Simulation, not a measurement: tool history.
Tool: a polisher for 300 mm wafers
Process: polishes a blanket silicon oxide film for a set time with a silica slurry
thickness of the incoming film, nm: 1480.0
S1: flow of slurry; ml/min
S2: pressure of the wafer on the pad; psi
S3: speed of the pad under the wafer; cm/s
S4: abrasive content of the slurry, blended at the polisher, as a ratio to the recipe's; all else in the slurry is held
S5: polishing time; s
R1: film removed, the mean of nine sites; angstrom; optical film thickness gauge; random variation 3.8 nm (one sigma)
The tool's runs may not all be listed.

run  hour   S1   S2   S3   S4  S5      R1
  1   0.0  180  4.4  122  1.0  97  3026.1
  2   6.4  180  3.6  122  1.0  97  2455.2
  3   9.7  150  3.6  122  1.0  97  2452.6
  4  17.1  150  2.9  122  1.0  97  1985.9
  5  20.0  150  3.4  122  1.0  97  2270.2
  6  26.4  155  3.8  122  1.0  97  2635.3
  7  30.4  155  4.0  122  1.0  97  2671.0
  8  33.1  160  4.3  122  1.0  97  2905.2
  9  38.2  160  4.5  122  1.0  97  3114.7

The next listed run, before its measurement:
 10  44.5  160  4.7  122  1.0  97   ?

Run 10 gave R1 3208.4 angstrom.
